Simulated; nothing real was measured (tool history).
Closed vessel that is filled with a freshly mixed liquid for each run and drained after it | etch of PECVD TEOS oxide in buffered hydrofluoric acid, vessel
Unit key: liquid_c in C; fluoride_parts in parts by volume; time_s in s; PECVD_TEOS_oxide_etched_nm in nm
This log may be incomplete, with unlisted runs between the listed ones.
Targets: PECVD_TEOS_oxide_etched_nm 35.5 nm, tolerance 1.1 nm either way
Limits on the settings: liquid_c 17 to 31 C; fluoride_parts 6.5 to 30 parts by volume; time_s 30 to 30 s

| run | hour | liquid_c | fluoride_parts | time_s | PECVD_TEOS_oxide_etched_nm |
|---|---|---|---|---|---|
| 1 | 0 | 23 | 19.5 | 30 | 31.623 |
| 2 | 4.1 | 23 | 22.5 | 30 | 28.433 |
| 3 | 9.8 | 23.5 | 22.5 | 30 | 29.664 |
| 4 | 12.7 | 24 | 22.5 | 30 | 30.326 |
| 5 | 14.9 | 24.5 | 22.5 | 30 | 30.815 |
| 6 | 23.6 | 25 | 22.5 | 30 | 31.434 |
| 7 | 26.8 | 25.5 | 22.5 | 30 | 32.79 |
|  | 30.8 | thermometer replaced |
| 8 | 30.8 | 27 | 22.5 | 30 | 33.195 |

Consider the 5 candidate settings below. Which is the only one whose results all fall within their allowed miss of target?
| A | 34.8 | 28.5 | 20 | 30 | ? |
| B | 34.8 | 27.5 | 23.5 | 30 | ? |
| C | 34.8 | 27 | 20 | 30 | ? |
| D | 34.8 | 26.5 | 22 | 30 | ? |
| E | 34.8 | 28 | 24.5 | 30 | ? |

| move | PECVD_TEOS_oxide_etched_nm |
|---|---|
| A | 37.895 |
| B | 32.164 |
| C | 34.973 |
| D | 31.889 |
| E | 32.108 |
A: takes the result that was furthest off past its target
B: further off than the last run
C: in spec on every target
D: further off than the last run
E: further off than the last run
The move that meets every target is C.
